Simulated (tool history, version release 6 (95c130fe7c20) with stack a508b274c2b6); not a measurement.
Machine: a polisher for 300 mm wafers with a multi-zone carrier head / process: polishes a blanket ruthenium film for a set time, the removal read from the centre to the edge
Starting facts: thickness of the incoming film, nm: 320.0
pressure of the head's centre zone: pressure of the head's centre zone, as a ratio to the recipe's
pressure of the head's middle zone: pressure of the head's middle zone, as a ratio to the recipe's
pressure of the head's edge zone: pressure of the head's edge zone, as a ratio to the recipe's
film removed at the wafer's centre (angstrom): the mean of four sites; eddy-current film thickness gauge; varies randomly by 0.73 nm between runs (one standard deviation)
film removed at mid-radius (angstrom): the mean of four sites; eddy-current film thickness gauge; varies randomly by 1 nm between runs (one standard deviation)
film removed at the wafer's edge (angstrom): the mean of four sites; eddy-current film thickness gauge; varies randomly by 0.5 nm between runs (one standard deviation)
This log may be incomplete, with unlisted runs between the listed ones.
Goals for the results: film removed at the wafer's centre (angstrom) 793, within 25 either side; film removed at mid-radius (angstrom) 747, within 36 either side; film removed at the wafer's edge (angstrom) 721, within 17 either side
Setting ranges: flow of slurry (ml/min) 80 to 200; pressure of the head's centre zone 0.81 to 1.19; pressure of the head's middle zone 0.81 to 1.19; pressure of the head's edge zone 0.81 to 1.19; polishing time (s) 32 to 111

run  hour  flow of slurry (ml/min)  pressure of the head's centre zone  pressure of the head's middle zone  pressure of the head's edge zone  polishing time (s)  film removed at the wafer's centre (angstrom)  film removed at mid-radius (angstrom)  film removed at the wafer's edge (angstrom)
  1     0                      130                                   1                                   1                                 1                  71                                         1181.3                                 1202.7                                         1218
  2   0.6                      130                                   1                                   1                              1.05                  71                                         1207.3                                   1210                                       1231.6
  3   9.1                      130                                   1                                   1                              1.05                  64                                         1070.1                                 1071.2                                       1110.6
  4  12.2                      130                                   1                                0.95                              1.05                  64                                         1050.6                                 1055.1                                       1116.3
  5  18.6                      125                                1.03                                0.98                                 1                  56                                         932.54                                 928.92                                       954.01
  6  26.9                      125                                0.95                                0.98                                 1                  56                                          880.7                                 915.36                                        946.6
  7  35.7                      120                                1.01                                0.98                              0.95                  52                                         856.49                                  827.7                                       856.41
  8  41.2                      110                                1.02                                1.01                               0.9                  51                                         820.36                                 831.56                                       811.68
  9  45.5                      105                                1.05                                   1                              0.87                  50                                         825.84                                 805.93                                        784.4
 10  51.3                      100                                1.06                                   1                              0.85                  49                                         794.48                                 771.21                                       747.62
 11  57.2                      100                                1.06                                   1                              0.85                  49                                         795.09                                 773.58                                       758.27
 12  61.4                      100                                1.08                                   1                              0.84                  48                                         795.06                                 772.76                                       743.94
 13  66.3                      100                                1.09                                0.99                              0.83                  48                                         804.07                                 737.53                                       728.62

Consider the 5 candidate settings below. Which is the only one whose results all fall within their allowed miss of target?
  A  71.2                      120                                1.13                                0.91                              0.92                  44                                              ?                                      ?                                            ?
  B  71.2                       90                                 1.1                                0.89                              0.85                  48                                              ?                                      ?                                            ?
  C  71.2                       80                                1.18                                 1.1                              0.96                  47                                              ?                                      ?                                            ?
  D  71.2                      120                                1.09                                0.99                              0.89                  47                                              ?                                      ?                                            ?
  E  71.2                      105                                1.11                                1.09                              0.81                  47                                              ?                                      ?                                            ?

move  film removed at the wafer's centre (angstrom)  film removed at mid-radius (angstrom)  film removed at the wafer's edge (angstrom)
   A                                         812.91                                 676.74                                       722.26
   B                                         789.78                                 672.23                                       729.79
   C                                         795.18                                 744.64                                       721.91
   D                                         837.82                                 770.66                                       762.87
   E                                         821.95                                  802.9                                       723.99
A: gets the furthest-off result to its target, but another result is out of tolerance
B: gets the furthest-off result to its target, but another result is out of tolerance
C: in spec on every target
D: lands further from the targets than the last run did
E: gets the furthest-off result to its target, but another result is out of tolerance
Answer: C
